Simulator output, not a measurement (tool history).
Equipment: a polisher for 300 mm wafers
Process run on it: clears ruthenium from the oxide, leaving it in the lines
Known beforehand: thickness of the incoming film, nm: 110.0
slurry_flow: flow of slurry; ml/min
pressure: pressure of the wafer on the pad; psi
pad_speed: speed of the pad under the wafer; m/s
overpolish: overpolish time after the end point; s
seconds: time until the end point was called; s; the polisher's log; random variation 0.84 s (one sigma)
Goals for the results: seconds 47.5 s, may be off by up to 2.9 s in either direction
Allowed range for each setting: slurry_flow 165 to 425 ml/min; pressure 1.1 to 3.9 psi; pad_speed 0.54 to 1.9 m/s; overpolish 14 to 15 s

| run | day | slurry_flow | pressure | pad_speed | overpolish | seconds |
|---|---|---|---|---|---|---|
| 1 | 0 | 275 | 2.5 | 1.22 | 14 | 60.562 |
| 2 | 0.058 | 275 | 2.6 | 1.22 | 14 | 57.671 |
| 3 | 0.367 | 275 | 2.7 | 1.22 | 14 | 55.051 |
| 4 | 0.467 | 275 | 2.7 | 1.06 | 14 | 66.411 |
| 5 | 0.658 | 275 | 2.9 | 1.06 | 14 | 61.349 |
| 6 | 0.962 | 275 | 3 | 1.06 | 14 | 58.936 |
| 7 | 1.212 | 275 | 3 | 1.06 | 14 | 58.025 |
| 8 | 1.362 | 275 | 3.1 | 1.06 | 14 | 58.619 |
| 9 | 1.696 | 275 | 3.2 | 1.08 | 14 | 53.97 |

Pick the move, out of 5, that brings all results within their allowed miss; only one does.
| A | 2.029 | 230 | 3.5 | 0.96 | 15 | ? |
| B | 2.029 | 275 | 2.7 | 1.18 | 15 | ? |
| C | 2.029 | 250 | 3.2 | 1.26 | 15 | ? |
| D | 2.029 | 265 | 3.1 | 0.94 | 14 | ? |
| E | 2.029 | 255 | 2.7 | 1.1 | 15 | ? |

| move | seconds |
|---|---|
| A | 58.886 |
| B | 59.308 |
| C | 48.504 |
| D | 65.758 |
| E | 64.018 |
A: misses by more than the last run did
B: misses by more than the last run did
C: all results in spec
D: misses by more than the last run did
E: misses by more than the last run did
Correct choice: C, which meets every target
